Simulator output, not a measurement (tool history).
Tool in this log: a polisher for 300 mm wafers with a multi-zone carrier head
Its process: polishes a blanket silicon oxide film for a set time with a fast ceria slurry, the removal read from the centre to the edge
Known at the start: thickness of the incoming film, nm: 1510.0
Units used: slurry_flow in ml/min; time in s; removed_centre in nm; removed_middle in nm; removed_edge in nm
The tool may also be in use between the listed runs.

run 1 day=0.000 | slurry_flow=230 centre_zone=1.00 middle_zone=1.00 edge_zone=1.00 time=44 | removed_centre=510.64 removed_middle=525.86 removed_edge=518.53
run 2 day=0.250 | slurry_flow=225 centre_zone=0.98 middle_zone=0.98 edge_zone=0.98 time=42 | removed_centre=486.15 removed_middle=485.98 removed_edge=496.48
run 3 day=0.300 | slurry_flow=225 centre_zone=0.98 middle_zone=0.98 edge_zone=1.03 time=42 | removed_centre=486.20 removed_middle=499.18 removed_edge=504.11
run 4 day=0.562 | slurry_flow=225 centre_zone=0.98 middle_zone=0.98 edge_zone=1.03 time=51 | removed_centre=574.60 removed_middle=594.16 removed_edge=620.25
run 5 day=0.746 | slurry_flow=220 centre_zone=0.96 middle_zone=0.97 edge_zone=1.02 time=48 | removed_centre=535.25 removed_middle=561.60 removed_edge=573.30
run 6 day=0.988 | slurry_flow=220 centre_zone=1.03 middle_zone=0.97 edge_zone=1.02 time=48 | removed_centre=582.66 removed_middle=556.57 removed_edge=564.65
run 7 day=1.158 | slurry_flow=215 centre_zone=1.00 middle_zone=0.96 edge_zone=1.00 time=45 | removed_centre=527.24 removed_middle=523.00 removed_edge=528.34
run 8 day=1.388 | slurry_flow=215 centre_zone=0.98 middle_zone=0.95 edge_zone=0.99 time=43 | removed_centre=488.00 removed_middle=502.37 removed_edge=498.87

What will run 9 give?
run 9 day=1.675 | slurry_flow=215 centre_zone=0.98 middle_zone=0.95 edge_zone=0.99 time=43 | removed_centre=? removed_middle=? removed_edge=?

{"run 9": {"removed_centre": 495.19, "removed_middle": 492.7, "removed_edge": 508.07}}

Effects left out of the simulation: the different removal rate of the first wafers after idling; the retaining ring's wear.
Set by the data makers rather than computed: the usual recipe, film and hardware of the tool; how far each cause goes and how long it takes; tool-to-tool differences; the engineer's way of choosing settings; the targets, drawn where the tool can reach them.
